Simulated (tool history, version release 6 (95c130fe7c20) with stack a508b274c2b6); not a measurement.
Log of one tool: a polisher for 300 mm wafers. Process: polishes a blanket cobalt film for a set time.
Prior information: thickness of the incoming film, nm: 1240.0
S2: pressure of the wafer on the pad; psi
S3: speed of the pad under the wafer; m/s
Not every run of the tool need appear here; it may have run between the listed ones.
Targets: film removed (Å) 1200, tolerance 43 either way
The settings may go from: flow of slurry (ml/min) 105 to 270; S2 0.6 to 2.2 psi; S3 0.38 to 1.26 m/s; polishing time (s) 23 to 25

run 1 hour=0 | flow_of_slurry_(ml/min)=175 S2=1.4 S3=0.82 polishing_time_(s)=25 | film_removed_(Å)=740.1
run 2 hour=5.5 | flow_of_slurry_(ml/min)=180 S2=1.5 S3=0.82 polishing_time_(s)=25 | film_removed_(Å)=800.63
run 3 hour=7.2 | flow_of_slurry_(ml/min)=180 S2=1.3 S3=0.82 polishing_time_(s)=25 | film_removed_(Å)=683.99
run 4 hour=7.8 | flow_of_slurry_(ml/min)=180 S2=1.3 S3=0.64 polishing_time_(s)=25 | film_removed_(Å)=533
run 5 hour=10.9 | flow_of_slurry_(ml/min)=180 S2=1.5 S3=0.66 polishing_time_(s)=25 | film_removed_(Å)=653.46
run 6 hour=12.9 | flow_of_slurry_(ml/min)=180 S2=1.7 S3=0.66 polishing_time_(s)=25 | film_removed_(Å)=715.97
run 7 hour=20.8 | flow_of_slurry_(ml/min)=185 S2=1.8 S3=0.7 polishing_time_(s)=25 | film_removed_(Å)=817.4
run 8 hour=24.3 | flow_of_slurry_(ml/min)=185 S2=1.9 S3=0.72 polishing_time_(s)=25 | film_removed_(Å)=906.35

Exercise: of the 4 proposed moves below, exactly one satisfies all targets within the stated allowed misses. Which move is it?
run A hour=27.8 | flow_of_slurry_(ml/min)=195 S2=1.9 S3=0.88 polishing_time_(s)=24 | film_removed_(Å)=?
run B hour=27.8 | flow_of_slurry_(ml/min)=180 S2=2.1 S3=0.6 polishing_time_(s)=23 | film_removed_(Å)=?
run C hour=27.8 | flow_of_slurry_(ml/min)=190 S2=1.6 S3=0.62 polishing_time_(s)=23 | film_removed_(Å)=?
run D hour=27.8 | flow_of_slurry_(ml/min)=180 S2=2.1 S3=0.88 polishing_time_(s)=25 | film_removed_(Å)=?

move=A film_removed_(Å)=1060.2
move=B film_removed_(Å)=767.55
move=C film_removed_(Å)=610.79
move=D film_removed_(Å)=1207.8
A: an improvement on the last run, though not all results are within tolerance
B: further off than the last run
C: further off than the last run
D: hits every target within its allowed miss
So the answer is move D, the one that meets all the targets.
